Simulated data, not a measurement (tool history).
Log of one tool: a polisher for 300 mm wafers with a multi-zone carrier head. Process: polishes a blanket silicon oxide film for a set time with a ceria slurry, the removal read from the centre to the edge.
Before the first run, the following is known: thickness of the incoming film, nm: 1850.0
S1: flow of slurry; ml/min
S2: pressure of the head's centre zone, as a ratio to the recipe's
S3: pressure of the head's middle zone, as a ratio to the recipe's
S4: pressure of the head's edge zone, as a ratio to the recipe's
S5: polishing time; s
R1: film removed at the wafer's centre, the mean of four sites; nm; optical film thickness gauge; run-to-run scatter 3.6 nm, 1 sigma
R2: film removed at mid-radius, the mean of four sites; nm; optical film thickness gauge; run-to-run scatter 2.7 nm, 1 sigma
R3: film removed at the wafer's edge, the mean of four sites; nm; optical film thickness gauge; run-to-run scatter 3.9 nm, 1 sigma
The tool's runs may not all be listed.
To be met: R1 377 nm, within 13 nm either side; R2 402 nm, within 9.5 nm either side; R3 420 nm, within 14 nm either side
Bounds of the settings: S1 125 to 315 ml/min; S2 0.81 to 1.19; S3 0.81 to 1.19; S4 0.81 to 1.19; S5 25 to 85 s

run  hour   S1    S2    S3    S4  S5      R1      R2      R3
  1     0  205     1     1     1  55  274.47  293.19  298.06
  2   3.3  205     1  1.05     1  55  278.09  302.87   293.4
  3     7  205     1  1.08     1  55  278.74  302.53     299
  4  14.8  205     1  1.03     1  55  277.41  295.88  301.46
  5  22.2  210     1  1.04  1.02  57  285.07  313.91  308.38
     30.4  -- slurry nozzle cleaned
  6  30.4  210     1  0.99  1.02  57  309.98  331.62  330.47
  7  31.1  265   0.9  0.89  1.02  62  318.45  346.16  368.04
  8  36.8  270  0.91   0.9  1.03  62  324.46  354.82  362.24
  9  39.3  270  0.91   0.9  1.04  63   331.4  356.32   369.7
 10  44.8  270  0.91   0.9  1.04  64  336.68  361.92  380.13
 11  47.7  270  0.91   0.9  1.05  65  338.15  366.56  393.03
 12  48.7  275  0.91   0.9  1.05  65   344.3     370  388.78
 13  55.5  275  0.91   0.9  1.06  65  345.56  370.81  397.09
 14  63.5  280  0.91  0.91  1.06  65  343.49  370.05  399.78
 15  67.4  280  0.91  0.92  1.06  65  342.69   372.4  391.96
 16  75.3  290  0.93  0.94  1.07  67  361.45  388.51  411.66

Which single option among these 5 for the next run brings every result within its allowed miss of target? Just one does.
  A  83.2  315     1  0.91  1.04  69   ?   ?   ?
  B  83.2  310  1.05  0.91  0.97  66   ?   ?   ?
  C  83.2  245  1.07   0.9  1.06  66   ?   ?   ?
  D  83.2  290  0.95  0.95  1.09  69   ?   ?   ?
  E  83.2  275  1.07  0.96  1.02  65   ?   ?   ?

move      R1      R2      R3
   A  404.43  403.43  419.73
   B  405.64  385.24   387.7
   C  401.57  373.15   396.8
   D  380.62  408.86  426.79
   E  401.66  384.78   387.3
A: brings the result that was furthest off to its target, and leaves another outside
B: moves away from the targets compared with the last run
C: moves away from the targets compared with the last run
D: meets every target
E: moves away from the targets compared with the last run
The right move is D.
